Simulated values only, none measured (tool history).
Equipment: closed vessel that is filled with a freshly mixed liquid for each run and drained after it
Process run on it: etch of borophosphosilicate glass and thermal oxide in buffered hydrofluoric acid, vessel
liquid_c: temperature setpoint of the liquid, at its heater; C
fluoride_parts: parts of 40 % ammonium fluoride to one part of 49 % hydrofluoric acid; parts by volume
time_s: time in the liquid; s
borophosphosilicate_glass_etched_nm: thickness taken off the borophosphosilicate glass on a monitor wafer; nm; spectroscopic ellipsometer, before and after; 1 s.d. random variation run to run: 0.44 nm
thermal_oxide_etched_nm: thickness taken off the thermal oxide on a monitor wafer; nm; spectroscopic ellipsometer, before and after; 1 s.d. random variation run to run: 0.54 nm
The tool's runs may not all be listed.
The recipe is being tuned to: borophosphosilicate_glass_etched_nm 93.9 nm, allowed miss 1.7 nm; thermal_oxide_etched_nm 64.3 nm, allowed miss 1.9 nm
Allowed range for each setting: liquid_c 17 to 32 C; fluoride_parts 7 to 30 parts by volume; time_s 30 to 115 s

run  hour  liquid_c  fluoride_parts  time_s  borophosphosilicate_glass_etched_nm  thermal_oxide_etched_nm
  1     0        24              19      60                               57.533                   39.527
  2     6      26.5              19      60                                65.96                   45.661
  3   7.5      27.5              19      60                               69.516                    47.92
  4  12.2      29.5              19      60                                76.64                   54.079
  5  12.7        30            18.5      60                               82.042                   55.409
  6    14      28.5            18.5      60                               75.765                    52.04
  7  15.2        29            18.5      60                                77.33                   52.829
  8  18.3      29.5            18.5      60                               79.387                   54.769
  9    23        30            18.5      60                               80.868                    56.04
 10  25.7        32            17.5      60                               96.396                   65.322
 11  32.4        32            17.5      60                               96.036                   65.507

Exactly one of the 4 candidate moves below puts every result within its allowed miss. Which one?
  A  39.1        30            12.5      50                                    ?                        ?
  B  39.1      31.5            12.5      45                                    ?                        ?
  C  39.1      31.5              19      70                                    ?                        ?
  D  39.1      31.5              16      55                                    ?                        ?

move  borophosphosilicate_glass_etched_nm  thermal_oxide_etched_nm
   A                               100.07                   69.105
   B                               97.341                   67.266
   C                               100.33                   69.435
   D                               93.355                   64.574
A: the biggest miss grows against the last run
B: the biggest miss grows against the last run
C: the biggest miss grows against the last run
D: every result within its allowed miss
The right move is D.
